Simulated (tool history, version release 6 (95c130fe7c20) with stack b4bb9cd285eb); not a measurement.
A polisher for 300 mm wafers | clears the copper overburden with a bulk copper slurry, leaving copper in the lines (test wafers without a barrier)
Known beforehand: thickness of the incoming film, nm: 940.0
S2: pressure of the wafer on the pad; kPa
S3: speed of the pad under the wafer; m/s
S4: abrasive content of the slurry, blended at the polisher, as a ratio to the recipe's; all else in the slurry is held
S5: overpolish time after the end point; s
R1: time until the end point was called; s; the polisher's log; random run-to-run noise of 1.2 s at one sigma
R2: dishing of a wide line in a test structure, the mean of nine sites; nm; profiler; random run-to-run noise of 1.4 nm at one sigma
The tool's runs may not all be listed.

run 1 hour=0 | flow_of_slurry_(ml/min)=290 S2=14.5 S3=1.34 S4=1 S5=9 | R1=120.28 R2=46.62
run 2 hour=0.9 | flow_of_slurry_(ml/min)=290 S2=15.2 S3=1.34 S4=1 S5=9 | R1=117.09 R2=46.859
run 3 hour=5.7 | flow_of_slurry_(ml/min)=290 S2=15.9 S3=1.34 S4=1 S5=9 | R1=109.6 R2=47.752
run 4 hour=11.4 | flow_of_slurry_(ml/min)=290 S2=15.9 S3=1.34 S4=1 S5=7 | R1=110.52 R2=40.405
run 5 hour=20.3 | flow_of_slurry_(ml/min)=355 S2=15.9 S3=1.34 S4=1 S5=7 | R1=107.78 R2=40.464
run 6 hour=28.2 | flow_of_slurry_(ml/min)=355 S2=16.5 S3=1.34 S4=1 S5=8 | R1=105.17 R2=47.93

Expected results for the next run?
run 7 hour=31.8 | flow_of_slurry_(ml/min)=355 S2=17.2 S3=1.34 S4=1 S5=8 | R1=? R2=?

{"run 7": {"R1": 99.912, "R2": 48.678}}
